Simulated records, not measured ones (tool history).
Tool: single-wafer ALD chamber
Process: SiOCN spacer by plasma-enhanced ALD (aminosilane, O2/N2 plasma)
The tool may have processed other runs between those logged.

| run | hour | heater temperature setpoint (K) | number of ALD cycles (cycles) | mean film thickness on the monitor wafer (angstrom) |
|---|---|---|---|---|
| 1 | 0 | 663.15 | 78 | 48.489 |
| 2 | 6.3 | 673.15 | 78 | 48.501 |
| 3 | 11.3 | 673.15 | 69 | 42.767 |
| 4 | 17.2 | 673.15 | 78 | 48.615 |
| 5 | 22.5 | 673.15 | 83 | 51.554 |
| 6 | 30.8 | 673.15 | 84 | 52.138 |
| 7 | 32.5 | 673.15 | 85 | 52.804 |

What will run 8 give?
| 8 | 36.7 | 673.15 | 85 | ? |

{"run 8": {"mean film thickness on the monitor wafer (angstrom)": 52.723}}

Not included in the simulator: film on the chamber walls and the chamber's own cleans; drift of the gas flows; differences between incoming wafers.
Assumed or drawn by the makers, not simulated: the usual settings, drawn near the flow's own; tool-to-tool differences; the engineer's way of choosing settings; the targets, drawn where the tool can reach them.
